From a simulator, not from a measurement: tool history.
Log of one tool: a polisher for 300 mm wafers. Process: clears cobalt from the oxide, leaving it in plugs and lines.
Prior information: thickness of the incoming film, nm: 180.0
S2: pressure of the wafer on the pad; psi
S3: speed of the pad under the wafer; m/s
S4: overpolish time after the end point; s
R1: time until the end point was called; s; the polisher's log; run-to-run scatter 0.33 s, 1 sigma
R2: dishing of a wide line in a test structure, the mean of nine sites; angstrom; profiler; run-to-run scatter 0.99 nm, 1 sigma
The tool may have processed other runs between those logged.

{"run": 1, "hour": 0.0, "flow of slurry (ml/min)": 160, "S2": 2.3, "S3": 0.84, "S4": 28, "R1": 33.964, "R2": 698}
{"run": 2, "hour": 1.1, "flow of slurry (ml/min)": 135, "S2": 2.3, "S3": 0.84, "S4": 28, "R1": 35.292, "R2": 687.69}
{"run": 3, "hour": 4.0, "flow of slurry (ml/min)": 135, "S2": 2.4, "S3": 0.84, "S4": 28, "R1": 34.045, "R2": 712.31}
{"run": 4, "hour": 9.8, "flow of slurry (ml/min)": 140, "S2": 2.5, "S3": 0.84, "S4": 27, "R1": 31.677, "R2": 696.5}
{"run": 5, "hour": 13.7, "flow of slurry (ml/min)": 165, "S2": 2.5, "S3": 0.84, "S4": 27, "R1": 31.198, "R2": 707.59}
{"run": 6, "hour": 19.0, "flow of slurry (ml/min)": 200, "S2": 2.5, "S3": 0.84, "S4": 27, "R1": 30.392, "R2": 707.19}
{"run": 7, "hour": 21.2, "flow of slurry (ml/min)": 200, "S2": 2.6, "S3": 0.84, "S4": 27, "R1": 29.722, "R2": 742.12}
{"run": 8, "hour": 23.7, "flow of slurry (ml/min)": 200, "S2": 2.7, "S3": 0.84, "S4": 26, "R1": 28.572, "R2": 725.17}
{"run": 9, "hour": 27.6, "flow of slurry (ml/min)": 200, "S2": 2.8, "S3": 0.84, "S4": 26, "R1": 27.387, "R2": 713.01}
{"run": 10, "hour": 32.4, "flow of slurry (ml/min)": 200, "S2": 2.9, "S3": 0.84, "S4": 27, "R1": 26.7, "R2": 724.75}

Forecast run 11:
{"run": 11, "hour": 39.5, "flow of slurry (ml/min)": 200, "S2": 3.5, "S3": 0.88, "S4": 31, "R1": "?", "R2": "?"}

R1: 22.495 s
R2: 795.83 angstrom
